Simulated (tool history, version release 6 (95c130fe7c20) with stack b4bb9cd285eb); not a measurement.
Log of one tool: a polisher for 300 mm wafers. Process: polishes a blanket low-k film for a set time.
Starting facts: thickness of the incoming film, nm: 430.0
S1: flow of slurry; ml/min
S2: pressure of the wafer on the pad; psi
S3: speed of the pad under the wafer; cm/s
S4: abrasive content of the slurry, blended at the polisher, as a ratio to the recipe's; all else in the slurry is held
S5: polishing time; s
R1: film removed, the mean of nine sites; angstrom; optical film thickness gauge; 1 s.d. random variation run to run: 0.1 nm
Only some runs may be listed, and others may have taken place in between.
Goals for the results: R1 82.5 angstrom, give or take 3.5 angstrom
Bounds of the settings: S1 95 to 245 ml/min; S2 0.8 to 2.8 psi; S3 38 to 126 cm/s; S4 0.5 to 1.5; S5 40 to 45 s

{"run": 1, "hour": 0.0, "S1": 155, "S2": 1.8, "S3": 82, "S4": 1, "S5": 45, "R1": 135}
{"run": 2, "hour": 6.4, "S1": 155, "S2": 1.7, "S3": 82, "S4": 1, "S5": 45, "R1": 127.73}
{"run": 3, "hour": 11.1, "S1": 155, "S2": 1.7, "S3": 82, "S4": 1, "S5": 45, "R1": 126.29}
{"run": 4, "hour": 14.3, "S1": 155, "S2": 1.6, "S3": 82, "S4": 1, "S5": 45, "R1": 120.46}
{"run": 5, "hour": 18.6, "S1": 155, "S2": 1.6, "S3": 82, "S4": 1, "S5": 45, "R1": 120.9}
{"run": 6, "hour": 27.5, "S1": 115, "S2": 1.6, "S3": 82, "S4": 1, "S5": 45, "R1": 113.55}
{"run": 7, "hour": 31.2, "S1": 115, "S2": 1.5, "S3": 82, "S4": 1, "S5": 45, "R1": 104.77}
{"run": 8, "hour": 35.2, "S1": 115, "S2": 1.4, "S3": 82, "S4": 1, "S5": 45, "R1": 98.307}
{"run": 9, "hour": 37.2, "S1": 110, "S2": 1.3, "S3": 82, "S4": 1, "S5": 45, "R1": 90.478}

Which of these 5 next moves meets every target?
{"run": "A", "hour": 39.2, "S1": 100, "S2": 1.5, "S3": 86, "S4": 0.95, "S5": 45, "R1": "?"}
{"run": "B", "hour": 39.2, "S1": 100, "S2": 1.4, "S3": 82, "S4": 0.95, "S5": 40, "R1": "?"}
{"run": "C", "hour": 39.2, "S1": 120, "S2": 1.4, "S3": 80, "S4": 0.85, "S5": 44, "R1": "?"}
{"run": "D", "hour": 39.2, "S1": 135, "S2": 1.4, "S3": 76, "S4": 1.2, "S5": 45, "R1": "?"}
{"run": "E", "hour": 39.2, "S1": 105, "S2": 1.2, "S3": 108, "S4": 0.85, "S5": 43, "R1": "?"}

move=A R1=102.51
move=B R1=82.079
move=C R1=87.789
move=D R1=104.78
move=E R1=90.786
A: moves away from the targets compared with the last run
B: in spec on every target
C: nearer than the last run, and not there yet
D: moves away from the targets compared with the last run
E: about the same distance from the targets as the last run
B is the move that brings every result within its allowed miss.

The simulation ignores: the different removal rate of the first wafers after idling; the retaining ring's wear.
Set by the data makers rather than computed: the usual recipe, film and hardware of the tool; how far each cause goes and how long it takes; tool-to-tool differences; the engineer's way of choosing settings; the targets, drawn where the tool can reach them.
